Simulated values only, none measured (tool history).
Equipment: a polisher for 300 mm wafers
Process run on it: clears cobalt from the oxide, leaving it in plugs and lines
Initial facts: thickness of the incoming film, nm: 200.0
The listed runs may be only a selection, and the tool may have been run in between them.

| run | hour | flow of slurry (ml/min) | pressure of the wafer on the pad (psi) | speed of the pad under the wafer (m/s) | overpolish time after the end point (s) | time until the end point was called (s) | dishing of a wide line in a test structure (nm) |
|---|---|---|---|---|---|---|---|
| 1 | 0.0 | 315 | 1.2 | 1.04 | 8 | 55.380 | 20.777 |
| 2 | 7.9 | 315 | 1.2 | 1.04 | 7 | 55.713 | 18.342 |
| 3 | 11.5 | 315 | 1.2 | 1.04 | 9 | 56.642 | 22.778 |
| 4 | 19.2 | 280 | 1.2 | 1.04 | 9 | 56.130 | 22.897 |
| 5 | 19.8 | 280 | 1.1 | 1.04 | 9 | 59.805 | 22.061 |
| 6 | 24.8 | 280 | 1.1 | 1.04 | 7 | 58.896 | 17.693 |

Expected results for the next run?
| 7 | 33.4 | 280 | 1.1 | 1.04 | 6 | ? | ? |

time until the end point was called (s): 59.791
dishing of a wide line in a test structure (nm): 15.664
